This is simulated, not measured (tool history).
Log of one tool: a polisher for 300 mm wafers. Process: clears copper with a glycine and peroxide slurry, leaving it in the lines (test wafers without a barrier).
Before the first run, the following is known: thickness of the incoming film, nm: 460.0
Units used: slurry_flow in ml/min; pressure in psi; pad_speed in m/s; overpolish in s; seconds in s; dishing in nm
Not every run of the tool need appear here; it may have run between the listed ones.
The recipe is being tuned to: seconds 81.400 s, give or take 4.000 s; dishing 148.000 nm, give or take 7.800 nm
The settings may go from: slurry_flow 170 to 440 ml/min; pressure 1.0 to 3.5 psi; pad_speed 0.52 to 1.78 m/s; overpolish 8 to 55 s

Run 1, hour 0.0: slurry_flow 280 ml/min, pressure 2.2 psi, pad_speed 1.14 m/s, overpolish 28 s. Result: seconds 87.832 s, dishing 93.546 nm.
Run 2, hour 3.2: slurry_flow 280 ml/min, pressure 2.2 psi, pad_speed 1.26 m/s, overpolish 28 s. Result: seconds 83.427 s, dishing 95.447 nm.
Run 3, hour 9.5: slurry_flow 250 ml/min, pressure 2.2 psi, pad_speed 1.26 m/s, overpolish 28 s. Result: seconds 82.155 s, dishing 97.120 nm.
Run 4, hour 11.3: slurry_flow 250 ml/min, pressure 2.2 psi, pad_speed 1.24 m/s, overpolish 31 s. Result: seconds 84.789 s, dishing 102.880 nm.
Run 5, hour 18.2: slurry_flow 250 ml/min, pressure 2.3 psi, pad_speed 1.24 m/s, overpolish 33 s. Result: seconds 79.450 s, dishing 111.320 nm.
Run 6, hour 21.3: slurry_flow 250 ml/min, pressure 2.8 psi, pad_speed 1.24 m/s, overpolish 33 s. Result: seconds 75.295 s, dishing 120.890 nm.
Run 7, hour 27.5: slurry_flow 250 ml/min, pressure 2.8 psi, pad_speed 1.22 m/s, overpolish 35 s. Result: seconds 74.136 s, dishing 125.570 nm.
Run 8, hour 33.0: slurry_flow 250 ml/min, pressure 2.5 psi, pad_speed 1.18 m/s, overpolish 47 s. Result: seconds 81.524 s, dishing 136.940 nm.
Run 9, hour 35.6: slurry_flow 250 ml/min, pressure 2.5 psi, pad_speed 1.18 m/s, overpolish 48 s. Result: seconds 79.425 s, dishing 137.590 nm.

Pick the move, out of 4, that brings all results within their allowed miss; only one does.
Run A, hour 38.2: slurry_flow 220 ml/min, pressure 2.3 psi, pad_speed 1.30 m/s, overpolish 55 s. Result: seconds ?, dishing ?.
Run B, hour 38.2: slurry_flow 270 ml/min, pressure 3.0 psi, pad_speed 1.10 m/s, overpolish 47 s. Result: seconds ?, dishing ?.
Run C, hour 38.2: slurry_flow 270 ml/min, pressure 2.6 psi, pad_speed 1.40 m/s, overpolish 41 s. Result: seconds ?, dishing ?.
Run D, hour 38.2: slurry_flow 265 ml/min, pressure 2.6 psi, pad_speed 1.36 m/s, overpolish 50 s. Result: seconds ?, dishing ?.

move  seconds  dishing
   A   81.405  146.360
   B   75.242  146.780
   C   70.514  137.650
   D   71.999  150.090
A: every result lands within tolerance
B: brings the result that was furthest off to its target, and leaves another outside
C: its largest miss is bigger than the last run's
D: brings the result that was furthest off to its target, and leaves another outside
Answer: A

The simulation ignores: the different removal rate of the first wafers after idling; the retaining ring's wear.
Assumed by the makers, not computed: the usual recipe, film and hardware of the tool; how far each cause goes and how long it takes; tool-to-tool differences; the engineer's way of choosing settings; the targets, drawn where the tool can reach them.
